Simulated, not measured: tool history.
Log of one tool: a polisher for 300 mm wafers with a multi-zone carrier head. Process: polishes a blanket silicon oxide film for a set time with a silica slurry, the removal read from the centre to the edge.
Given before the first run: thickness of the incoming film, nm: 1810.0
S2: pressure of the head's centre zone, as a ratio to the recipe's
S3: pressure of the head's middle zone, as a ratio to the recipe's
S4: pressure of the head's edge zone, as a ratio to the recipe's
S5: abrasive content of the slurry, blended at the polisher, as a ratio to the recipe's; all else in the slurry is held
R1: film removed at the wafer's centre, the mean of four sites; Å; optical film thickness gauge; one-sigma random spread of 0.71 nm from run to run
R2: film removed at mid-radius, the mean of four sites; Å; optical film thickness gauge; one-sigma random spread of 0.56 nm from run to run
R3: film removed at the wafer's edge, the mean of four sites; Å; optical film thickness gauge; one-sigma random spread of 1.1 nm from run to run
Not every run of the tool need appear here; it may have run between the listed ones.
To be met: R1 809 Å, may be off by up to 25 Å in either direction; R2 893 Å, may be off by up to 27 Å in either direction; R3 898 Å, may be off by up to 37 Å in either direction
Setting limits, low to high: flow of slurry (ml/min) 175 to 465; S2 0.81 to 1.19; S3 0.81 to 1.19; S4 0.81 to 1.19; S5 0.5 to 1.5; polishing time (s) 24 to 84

Run 1, hour 0: flow of slurry (ml/min) 295, S2 1, S3 1, S4 1, S5 1, polishing time (s) 54. Result: R1 1922.3 Å, R2 1918.6 Å, R3 1980.8 Å.
Run 2, hour 3.5: flow of slurry (ml/min) 290, S2 0.96, S3 0.99, S4 0.96, S5 0.85, polishing time (s) 47. Result: R1 1511.9 Å, R2 1559.3 Å, R3 1563.1 Å.
Run 3, hour 9.2: flow of slurry (ml/min) 230, S2 0.96, S3 0.99, S4 0.96, S5 0.85, polishing time (s) 47. Result: R1 1463.1 Å, R2 1524.1 Å, R3 1536 Å.
Run 4, hour 18.1: flow of slurry (ml/min) 230, S2 0.96, S3 0.99, S4 1.02, S5 0.85, polishing time (s) 47. Result: R1 1459 Å, R2 1514.5 Å, R3 1602.8 Å.
Run 5, hour 25: flow of slurry (ml/min) 225, S2 0.93, S3 0.97, S4 0.98, S5 0.75, polishing time (s) 43. Result: R1 1242.7 Å, R2 1294.1 Å, R3 1353.7 Å.
Run 6, hour 31.3: flow of slurry (ml/min) 225, S2 0.93, S3 0.97, S4 0.98, S5 0.55, polishing time (s) 43. Result: R1 1099.2 Å, R2 1139.1 Å, R3 1197.5 Å.
Run 7, hour 38.2: flow of slurry (ml/min) 225, S2 0.84, S3 0.94, S4 0.88, S5 0.5, polishing time (s) 30. Result: R1 656.4 Å, R2 749.97 Å, R3 745.35 Å.
Run 8, hour 44.1: flow of slurry (ml/min) 240, S2 0.86, S3 0.96, S4 0.92, S5 0.5, polishing time (s) 29. Result: R1 666.92 Å, R2 742.21 Å, R3 770.99 Å.
Run 9, hour 45.2: flow of slurry (ml/min) 235, S2 0.89, S3 1, S4 0.94, S5 0.5, polishing time (s) 29. Result: R1 688 Å, R2 755.09 Å, R3 763.93 Å.

5 candidate next runs follow, results not yet known. Just one meets every target within its allowed miss. Identify it.
Run A, hour 46.3: flow of slurry (ml/min) 225, S2 0.91, S3 1.07, S4 0.93, S5 0.55, polishing time (s) 35. Result: R1 ?, R2 ?, R3 ?.
Run B, hour 46.3: flow of slurry (ml/min) 235, S2 0.93, S3 1.18, S4 0.81, S5 0.6, polishing time (s) 31. Result: R1 ?, R2 ?, R3 ?.
Run C, hour 46.3: flow of slurry (ml/min) 215, S2 0.85, S3 0.99, S4 0.93, S5 0.5, polishing time (s) 25. Result: R1 ?, R2 ?, R3 ?.
Run D, hour 46.3: flow of slurry (ml/min) 210, S2 0.92, S3 1.01, S4 0.97, S5 0.5, polishing time (s) 34. Result: R1 ?, R2 ?, R3 ?.
Run E, hour 46.3: flow of slurry (ml/min) 175, S2 0.85, S3 1.03, S4 0.94, S5 0.5, polishing time (s) 34. Result: R1 ?, R2 ?, R3 ?.

move      R1      R2      R3
   A  869.37  1010.9  948.54
   B  820.81  1016.6  821.44
   C  556.54  645.04  648.16
   D  809.12  888.42  896.34
   E  725.79  873.44  861.08
A: pushes the last run's worst result past its target
B: pushes the last run's worst result past its target
C: its largest miss is bigger than the last run's
D: in spec on every target
E: puts the biggest miss on target and leaves a different result outside tolerance
The right move is D.

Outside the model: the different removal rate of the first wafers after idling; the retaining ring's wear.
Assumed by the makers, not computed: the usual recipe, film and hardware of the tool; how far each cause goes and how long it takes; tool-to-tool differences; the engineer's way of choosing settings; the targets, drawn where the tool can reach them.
